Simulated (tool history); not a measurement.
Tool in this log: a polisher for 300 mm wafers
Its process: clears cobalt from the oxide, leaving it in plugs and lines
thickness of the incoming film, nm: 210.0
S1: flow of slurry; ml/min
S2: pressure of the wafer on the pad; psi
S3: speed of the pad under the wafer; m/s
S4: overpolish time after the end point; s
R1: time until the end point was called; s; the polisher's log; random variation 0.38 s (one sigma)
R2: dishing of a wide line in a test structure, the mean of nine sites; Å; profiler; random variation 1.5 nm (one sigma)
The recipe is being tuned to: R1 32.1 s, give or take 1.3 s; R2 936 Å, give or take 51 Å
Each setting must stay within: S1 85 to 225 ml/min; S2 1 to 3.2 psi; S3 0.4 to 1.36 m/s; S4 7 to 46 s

| run | hour | S1 | S2 | S3 | S4 | R1 | R2 |
|---|---|---|---|---|---|---|---|
| 1 | 0 | 145 | 2.1 | 0.88 | 24 | 44.095 | 733.07 |
| 2 | 6.6 | 125 | 2.1 | 0.88 | 24 | 45.455 | 690.49 |
| 3 | 7.1 | 145 | 2.3 | 0.88 | 24 | 40.506 | 743.97 |
| 4 | 10.6 | 145 | 2.7 | 0.88 | 24 | 35.178 | 795.95 |
| 5 | 19.3 | 125 | 2.7 | 0.88 | 24 | 34.969 | 783.32 |
| 6 | 25.5 | 125 | 2.4 | 0.88 | 24 | 40.605 | 760.95 |
| 7 | 29 | 125 | 2.4 | 0.88 | 24 | 40.299 | 775.33 |
| 8 | 30.4 | 145 | 2.9 | 0.9 | 27 | 31.82 | 882.46 |

Which of these 5 next moves meets every target?
| A | 31.8 | 125 | 2.8 | 1.02 | 24 | ? | ? |
| B | 31.8 | 145 | 2.9 | 0.86 | 26 | ? | ? |
| C | 31.8 | 165 | 3.2 | 0.8 | 23 | ? | ? |
| D | 31.8 | 155 | 2.5 | 1.04 | 31 | ? | ? |
| E | 31.8 | 120 | 2.8 | 0.94 | 24 | ? | ? |

| move | R1 | R2 |
|---|---|---|
| A | 30.277 | 867.58 |
| B | 33.457 | 861.51 |
| C | 31.828 | 835.54 |
| D | 31.75 | 934.38 |
| E | 33.099 | 836.62 |
A: further off than the last run
B: further off than the last run
C: further off than the last run
D: all results in spec
E: further off than the last run
Move D is the one to make.
